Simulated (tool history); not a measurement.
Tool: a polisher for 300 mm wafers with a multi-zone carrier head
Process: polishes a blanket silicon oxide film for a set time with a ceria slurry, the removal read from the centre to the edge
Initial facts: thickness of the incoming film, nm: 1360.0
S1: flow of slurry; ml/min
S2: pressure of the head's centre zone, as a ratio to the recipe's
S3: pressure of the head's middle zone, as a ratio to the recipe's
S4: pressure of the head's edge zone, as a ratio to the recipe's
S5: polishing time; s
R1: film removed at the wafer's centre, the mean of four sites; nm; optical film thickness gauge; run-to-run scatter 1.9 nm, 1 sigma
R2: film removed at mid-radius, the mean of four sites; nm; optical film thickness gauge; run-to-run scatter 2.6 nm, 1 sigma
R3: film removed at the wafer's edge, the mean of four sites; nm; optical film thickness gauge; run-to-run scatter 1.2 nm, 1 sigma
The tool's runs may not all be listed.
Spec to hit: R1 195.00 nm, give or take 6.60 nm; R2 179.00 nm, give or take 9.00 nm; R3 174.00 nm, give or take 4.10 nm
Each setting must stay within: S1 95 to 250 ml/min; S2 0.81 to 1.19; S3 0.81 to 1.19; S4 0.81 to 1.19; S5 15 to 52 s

run 1 day=0.000 | S1=160 S2=1.00 S3=1.00 S4=1.00 S5=33 | R1=141.56 R2=142.55 R3=143.42
run 2 day=0.088 | S1=160 S2=0.96 S3=1.00 S4=1.00 S5=33 | R1=136.40 R2=143.03 R3=144.39
run 3 day=0.442 | S1=160 S2=0.96 S3=1.00 S4=0.94 S5=33 | R1=136.53 R2=145.57 R3=141.45
run 4 day=0.762 | S1=170 S2=0.98 S3=1.01 S4=0.96 S5=34 | R1=143.82 R2=151.34 R3=147.48
run 5 day=0.800 | S1=175 S2=1.01 S3=1.02 S4=0.97 S5=35 | R1=152.74 R2=160.17 R3=152.33
run 6 day=0.904 | S1=175 S2=1.01 S3=1.02 S4=0.97 S5=42 | R1=184.75 R2=191.02 R3=184.15
run 7 day=0.979 | S1=175 S2=1.02 S3=1.01 S4=0.96 S5=42 | R1=186.52 R2=182.62 R3=183.44
run 8 day=1.271 | S1=175 S2=1.03 S3=1.01 S4=0.95 S5=42 | R1=187.62 R2=186.66 R3=181.93
run 9 day=1.629 | S1=175 S2=1.03 S3=1.01 S4=0.95 S5=42 | R1=191.49 R2=194.62 R3=179.06
run 10 day=1.862 | S1=175 S2=1.03 S3=1.00 S4=0.95 S5=42 | R1=188.46 R2=187.92 R3=181.09
run 11 day=2.008 | S1=175 S2=1.04 S3=0.99 S4=0.95 S5=42 | R1=191.75 R2=185.06 R3=181.71
run 12 day=2.379 | S1=175 S2=1.04 S3=0.99 S4=0.95 S5=42 | R1=191.56 R2=183.43 R3=182.82
run 13 day=2.733 | S1=170 S2=1.05 S3=0.99 S4=0.94 S5=42 | R1=192.85 R2=180.36 R3=178.64

Below are 4 possible settings for the next run. Only one of them brings all results inside the allowed miss of their targets. Which is it?
run A day=3.088 | S1=170 S2=1.08 S3=1.01 S4=0.96 S5=42 | R1=? R2=? R3=?
run B day=3.088 | S1=170 S2=1.10 S3=0.84 S4=1.01 S5=42 | R1=? R2=? R3=?
run C day=3.088 | S1=190 S2=1.10 S3=1.01 S4=0.97 S5=40 | R1=? R2=? R3=?
run D day=3.088 | S1=215 S2=1.02 S3=1.01 S4=0.98 S5=41 | R1=? R2=? R3=?

move=A R1=196.15 R2=187.30 R3=180.96
move=B R1=199.59 R2=163.56 R3=185.79
move=C R1=194.45 R2=181.83 R3=175.67
move=D R1=188.63 R2=189.98 R3=183.50
A: lands further from the targets than the last run did
B: lands further from the targets than the last run did
C: all results in spec
D: lands further from the targets than the last run did
Correct choice: C, which meets every target

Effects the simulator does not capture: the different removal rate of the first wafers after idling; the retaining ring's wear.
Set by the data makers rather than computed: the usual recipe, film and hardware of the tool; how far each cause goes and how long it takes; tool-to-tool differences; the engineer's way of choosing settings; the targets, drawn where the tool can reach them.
